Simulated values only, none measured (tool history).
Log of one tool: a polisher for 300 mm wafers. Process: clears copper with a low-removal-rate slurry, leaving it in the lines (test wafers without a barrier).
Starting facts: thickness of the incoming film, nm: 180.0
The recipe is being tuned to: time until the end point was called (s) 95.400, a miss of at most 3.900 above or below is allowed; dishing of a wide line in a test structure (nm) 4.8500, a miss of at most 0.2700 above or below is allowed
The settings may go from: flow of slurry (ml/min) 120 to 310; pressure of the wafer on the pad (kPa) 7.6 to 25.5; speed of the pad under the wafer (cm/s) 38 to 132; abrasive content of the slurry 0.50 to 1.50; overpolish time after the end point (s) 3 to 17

run,hour,flow of slurry (ml/min),pressure of the wafer on the pad (kPa),speed of the pad under the wafer (cm/s),abrasive content of the slurry,overpolish time after the end point (s),time until the end point was called (s),dishing of a wide line in a test structure (nm)
1,0.0,200,16.5,84,1.00,9,118.760,11.3030
2,0.7,200,16.5,84,1.00,8,117.600,10.3890
3,3.2,220,16.5,84,1.00,8,114.980,10.1020
4,12.1,230,16.5,84,1.00,7,115.330,9.4332
5,19.2,240,16.5,84,1.00,7,115.850,9.1889
6,21.2,240,16.5,84,1.00,9,116.550,11.7620
7,25.2,225,16.5,84,1.00,8,116.220,10.4720
8,33.1,210,16.5,84,1.00,7,116.400,9.1898
9,42.1,200,16.5,84,1.00,7,117.290,9.1655
10,48.9,190,16.5,84,1.00,7,117.160,8.8110
# hour 52.3: head pressure recalibrated
11,52.3,180,16.5,84,1.00,7,110.390,9.6012
12,56.9,175,16.5,84,1.00,7,109.890,9.4756
13,65.0,170,16.5,84,1.00,7,110.430,9.5183

Exactly one of the 4 candidate moves below puts every result within its allowed miss. Which one?
A,73.1,160,20.7,76,1.25,3,?,?
B,73.1,185,15.2,96,0.95,3,?,?
C,73.1,160,23.4,78,1.00,3,?,?
D,73.1,125,17.2,88,1.00,3,?,?

move,time until the end point was called (s),dishing of a wide line in a test structure (nm)
A,93.434,4.9061
B,104.130,4.4016
C,84.002,5.4510
D,103.970,4.4117
A: each result inside its tolerance
B: takes the biggest miss from the last run beyond its target
C: better than the last run, though not everything is in spec
D: takes the biggest miss from the last run beyond its target
Move A is the one to make.
